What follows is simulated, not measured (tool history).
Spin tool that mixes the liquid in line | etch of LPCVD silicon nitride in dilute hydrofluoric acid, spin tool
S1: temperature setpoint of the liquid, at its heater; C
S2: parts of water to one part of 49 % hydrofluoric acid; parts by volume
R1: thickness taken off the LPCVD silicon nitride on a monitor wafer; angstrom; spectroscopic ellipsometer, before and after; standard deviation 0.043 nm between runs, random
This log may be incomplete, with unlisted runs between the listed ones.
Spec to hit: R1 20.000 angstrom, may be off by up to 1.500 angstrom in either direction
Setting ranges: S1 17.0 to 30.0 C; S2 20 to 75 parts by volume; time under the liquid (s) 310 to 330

{"run": 1, "day": 0.0, "S1": 22.0, "S2": 45, "time under the liquid (s)": 310, "R1": 29.049}
{"run": 2, "day": 0.171, "S1": 24.5, "S2": 45, "time under the liquid (s)": 310, "R1": 33.476}
{"run": 3, "day": 0.383, "S1": 24.5, "S2": 45, "time under the liquid (s)": 310, "R1": 34.041}
{"run": 4, "day": 0.704, "S1": 22.5, "S2": 45, "time under the liquid (s)": 310, "R1": 31.081}
{"run": 5, "day": 1.079, "S1": 25.0, "S2": 45, "time under the liquid (s)": 310, "R1": 36.847}
{"run": 6, "day": 1.217, "S1": 23.0, "S2": 45, "time under the liquid (s)": 310, "R1": 30.534}
{"run": 7, "day": 1.592, "S1": 21.5, "S2": 45, "time under the liquid (s)": 310, "R1": 28.703}
{"run": 8, "day": 1.892, "S1": 20.5, "S2": 45, "time under the liquid (s)": 310, "R1": 27.174}
{"run": 9, "day": 2.133, "S1": 20.5, "S2": 45, "time under the liquid (s)": 310, "R1": 26.785}
{"run": 10, "day": 2.317, "S1": 19.5, "S2": 45, "time under the liquid (s)": 310, "R1": 24.311}
{"run": 11, "day": 2.683, "S1": 19.0, "S2": 45, "time under the liquid (s)": 310, "R1": 24.02}
{"run": 12, "day": 2.833, "S1": 18.5, "S2": 45, "time under the liquid (s)": 310, "R1": 24.065}
{"run": 13, "day": 3.0, "S1": 18.0, "S2": 45, "time under the liquid (s)": 310, "R1": 21.933}

Of the 5 settings listed for the next run, only one would bring every result within its allowed miss of target. Which one?
{"run": "A", "day": 3.167, "S1": 20.5, "S2": 50, "time under the liquid (s)": 330, "R1": "?"}
{"run": "B", "day": 3.167, "S1": 18.0, "S2": 40, "time under the liquid (s)": 310, "R1": "?"}
{"run": "C", "day": 3.167, "S1": 17.0, "S2": 40, "time under the liquid (s)": 315, "R1": "?"}
{"run": "D", "day": 3.167, "S1": 17.0, "S2": 55, "time under the liquid (s)": 315, "R1": "?"}
{"run": "E", "day": 3.167, "S1": 17.0, "S2": 45, "time under the liquid (s)": 310, "R1": "?"}

move=A R1=25.904
move=B R1=25.362
move=C R1=24.003
move=D R1=17.639
move=E R1=21.081
A: lands further from the targets than the last run did
B: lands further from the targets than the last run did
C: lands further from the targets than the last run did
D: takes the biggest miss from the last run beyond its target
E: all results land within tolerance of their targets
The move that meets every target is E.

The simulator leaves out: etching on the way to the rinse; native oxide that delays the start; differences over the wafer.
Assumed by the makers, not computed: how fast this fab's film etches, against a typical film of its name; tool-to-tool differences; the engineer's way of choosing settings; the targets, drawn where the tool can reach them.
